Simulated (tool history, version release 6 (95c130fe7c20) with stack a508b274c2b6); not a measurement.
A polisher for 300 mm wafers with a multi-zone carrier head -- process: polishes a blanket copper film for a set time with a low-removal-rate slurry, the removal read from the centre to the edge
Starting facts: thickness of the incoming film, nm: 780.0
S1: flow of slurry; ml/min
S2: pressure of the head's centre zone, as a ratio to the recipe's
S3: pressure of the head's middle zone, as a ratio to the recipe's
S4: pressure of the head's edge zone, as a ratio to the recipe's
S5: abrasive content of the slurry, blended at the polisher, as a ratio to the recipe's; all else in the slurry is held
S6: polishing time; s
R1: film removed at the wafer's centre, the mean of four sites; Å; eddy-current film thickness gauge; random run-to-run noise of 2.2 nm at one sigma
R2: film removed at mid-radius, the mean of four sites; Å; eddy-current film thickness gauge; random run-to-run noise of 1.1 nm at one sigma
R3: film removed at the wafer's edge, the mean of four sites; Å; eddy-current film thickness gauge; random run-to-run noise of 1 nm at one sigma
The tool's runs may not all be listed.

run,hour,S1,S2,S3,S4,S5,S6,R1,R2,R3
1,0,250,1,1,1,1,34,1119.2,1124.9,1149
2,1,275,1,1.06,1.03,1.15,36,1204.9,1277.9,1281.8
3,8.9,275,1,1.06,1.11,1.15,36,1227.5,1279.9,1325
4,10.3,290,1,1.1,1.07,1.25,38,1294.8,1426.3,1407.4
5,14.7,225,1,1.1,1.07,1.25,38,1286.9,1403.2,1380.4
6,20.4,225,0.94,1.1,1.07,1.25,38,1206.2,1404.4,1387.2
7,23.2,235,0.97,1.13,1.05,1.35,39,1296.8,1499.8,1446.7
8,31.2,245,0.98,1.15,1.02,1.4,40,1348.4,1574.6,1476.1
9,39.6,255,0.99,1.16,1,1.45,41,1413.9,1639.9,1508.6
10,41.7,265,0.99,1.17,1,1.45,42,1462.2,1683.9,1542.4
11,46.1,265,0.98,1.18,0.99,1.45,42,1446.5,1711.8,1537
12,50.5,270,0.98,1.18,0.99,1.45,42,1457.2,1712.5,1531.8

Run 13, settings as shown, results not yet in. Your forecast:
13,55,275,0.98,1.18,0.99,1.45,42,?,?,?

Run 13 measured R1 1426.8 Å, R2 1717.5 Å, R3 1546.5 Å.

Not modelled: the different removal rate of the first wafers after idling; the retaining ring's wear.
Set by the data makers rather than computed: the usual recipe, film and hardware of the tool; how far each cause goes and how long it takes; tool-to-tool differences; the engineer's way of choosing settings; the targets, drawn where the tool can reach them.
